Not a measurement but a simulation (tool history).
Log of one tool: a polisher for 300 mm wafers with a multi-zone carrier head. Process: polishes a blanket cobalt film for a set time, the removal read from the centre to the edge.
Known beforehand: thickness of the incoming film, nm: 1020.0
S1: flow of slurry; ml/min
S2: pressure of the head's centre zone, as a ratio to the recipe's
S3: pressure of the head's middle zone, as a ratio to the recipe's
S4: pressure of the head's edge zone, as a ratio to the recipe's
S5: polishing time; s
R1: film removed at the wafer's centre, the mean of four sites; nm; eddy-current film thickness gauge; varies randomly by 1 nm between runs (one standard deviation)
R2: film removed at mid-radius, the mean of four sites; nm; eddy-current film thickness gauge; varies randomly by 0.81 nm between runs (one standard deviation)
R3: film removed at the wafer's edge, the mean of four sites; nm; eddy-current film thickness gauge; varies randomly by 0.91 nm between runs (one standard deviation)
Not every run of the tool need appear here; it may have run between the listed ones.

run	hour	S1	S2	S3	S4	S5	R1	R2	R3
1	0.0	290	1.00	1.00	1.00	47	153.22	154.98	155.86
2	8.7	290	1.00	1.00	1.00	36	117.04	119.15	117.82
3	10.1	290	1.00	1.00	1.00	43	138.27	143.80	145.32
4	18.7	290	1.00	1.00	1.00	34	109.27	112.07	112.30
5	26.3	290	1.01	1.00	0.98	34	112.22	112.58	110.47
6	28.2	285	1.01	1.00	0.97	34	110.83	112.01	111.72
7	33.4	290	1.02	1.00	0.96	34	112.04	112.23	110.45
8	42.0	290	1.03	1.00	0.95	34	113.78	114.27	108.90

Run 9 has not been measured yet. What should we expect?
9	47.5	285	1.03	0.99	0.94	34	?	?	?

R1: 111.30 nm
R2: 110.64 nm
R3: 108.96 nm
